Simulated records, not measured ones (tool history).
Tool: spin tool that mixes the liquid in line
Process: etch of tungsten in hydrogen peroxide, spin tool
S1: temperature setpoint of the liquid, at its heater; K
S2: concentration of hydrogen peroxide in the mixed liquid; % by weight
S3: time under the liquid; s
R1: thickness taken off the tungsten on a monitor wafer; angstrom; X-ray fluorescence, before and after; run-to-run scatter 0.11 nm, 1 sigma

Run 1, hour 0: S1 327.15 K, S2 20.5 % by weight, S3 15 s. Result: R1 228.94 angstrom.
Run 2, hour 7.3: S1 324.65 K, S2 20.5 % by weight, S3 15 s. Result: R1 196.62 angstrom.
Run 3, hour 13.2: S1 322.65 K, S2 20.5 % by weight, S3 15 s. Result: R1 174.66 angstrom.
Run 4, hour 16.6: S1 322.65 K, S2 23 % by weight, S3 15 s. Result: R1 183.19 angstrom.
Run 5, hour 21.6: S1 321.15 K, S2 23 % by weight, S3 15 s. Result: R1 169.68 angstrom.
Run 6, hour 29.4: S1 320.15 K, S2 23 % by weight, S3 15 s. Result: R1 161.52 angstrom.
Run 7, hour 36.6: S1 319.15 K, S2 23 % by weight, S3 15 s. Result: R1 149.44 angstrom.
Run 8, hour 45.1: S1 318.65 K, S2 23 % by weight, S3 15 s. Result: R1 142.5 angstrom.

What will run 9 give?
Run 9, hour 47.7: S1 318.15 K, S2 23 % by weight, S3 15 s. Result: R1 ?.

Run 9 measured R1 138.52 angstrom.

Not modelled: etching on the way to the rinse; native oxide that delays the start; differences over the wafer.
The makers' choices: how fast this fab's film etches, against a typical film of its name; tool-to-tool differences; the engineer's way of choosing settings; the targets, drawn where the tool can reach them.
